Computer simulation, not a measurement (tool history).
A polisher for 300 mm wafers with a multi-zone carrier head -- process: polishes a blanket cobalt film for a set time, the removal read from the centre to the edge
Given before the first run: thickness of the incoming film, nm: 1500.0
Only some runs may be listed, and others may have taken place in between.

run  hour  flow of slurry (ml/min)  pressure of the head's centre zone  pressure of the head's middle zone  pressure of the head's edge zone  polishing time (s)  film removed at the wafer's centre (nm)  film removed at mid-radius (nm)  film removed at the wafer's edge (nm)
  1   0.0                      295                                1.00                                1.00                              1.00                  53                                   179.54                           180.76                                 177.32
  2   8.7                      295                                1.00                                1.05                              1.00                  53                                   180.69                           181.81                                 178.34
  3  11.6                      310                                1.04                                1.06                              1.04                  57                                   201.13                           201.89                                 193.89
  4  16.7                      310                                1.04                                1.06                              1.04                  50                                   176.08                           173.79                                 170.39
  5  24.1                      310                                1.04                                1.03                              1.04                  50                                   175.70                           170.14                                 171.07
  6  24.8                      310                                1.04                                1.03                              0.96                  50                                   176.44                           171.19                                 164.50
  7  27.0                      310                                1.07                                1.01                              1.01                  56                                   200.85                           188.93                                 188.14

Forecast run 8:
  8  33.5                      315                                1.10                                1.01                              1.04                  60                                        ?                                ?                                      ?

{"run 8": {"film removed at the wafer's centre (nm)": 223.38, "film removed at mid-radius (nm)": 205.34, "film removed at the wafer's edge (nm)": 202.98}}

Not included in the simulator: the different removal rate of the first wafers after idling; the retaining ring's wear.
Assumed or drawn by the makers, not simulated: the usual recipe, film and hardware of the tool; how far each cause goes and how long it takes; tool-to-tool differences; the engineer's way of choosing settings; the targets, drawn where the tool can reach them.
